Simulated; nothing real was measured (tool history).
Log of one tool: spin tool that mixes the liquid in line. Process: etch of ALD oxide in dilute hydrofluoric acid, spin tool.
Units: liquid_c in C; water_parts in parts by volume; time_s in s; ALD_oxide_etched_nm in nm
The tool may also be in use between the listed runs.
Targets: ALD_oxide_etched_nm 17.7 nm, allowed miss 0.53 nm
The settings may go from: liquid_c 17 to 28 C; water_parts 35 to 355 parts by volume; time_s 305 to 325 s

| run | hour | liquid_c | water_parts | time_s | ALD_oxide_etched_nm |
|---|---|---|---|---|---|
| 1 | 0 | 20 | 195 | 305 | 13.206 |
| 2 | 6.7 | 21.5 | 195 | 305 | 13.891 |
| 3 | 10.7 | 21.5 | 195 | 325 | 14.888 |
| 4 | 13 | 21.5 | 255 | 325 | 10.71 |
| 5 | 15.8 | 21.5 | 255 | 325 | 10.773 |
|  | 24.6 | thermometer replaced |
| 6 | 24.6 | 19 | 255 | 325 | 10.68 |
| 7 | 31.1 | 19 | 235 | 325 | 11.726 |
| 8 | 37.5 | 19.5 | 220 | 325 | 12.983 |
| 9 | 38.3 | 20 | 210 | 325 | 13.995 |
| 10 | 41.9 | 20 | 200 | 325 | 14.769 |
| 11 | 48.5 | 20.5 | 195 | 325 | 15.534 |
| 12 | 54.4 | 21 | 190 | 325 | 16.477 |
| 13 | 58.1 | 21.5 | 190 | 325 | 16.732 |
| 14 | 60.8 | 22 | 190 | 325 | 16.971 |

Which of these 4 next moves meets every target?
| A | 63.5 | 20.5 | 180 | 320 | ? |
| B | 63.5 | 21 | 170 | 305 | ? |
| C | 63.5 | 24.5 | 210 | 325 | ? |
| D | 63.5 | 21.5 | 195 | 320 | ? |

| move | ALD_oxide_etched_nm |
|---|---|
| A | 16.81 |
| B | 17.477 |
| C | 16.49 |
| D | 15.882 |
A: further off than the last run
B: meets every target
C: further off than the last run
D: further off than the last run
Move B is the one to make.
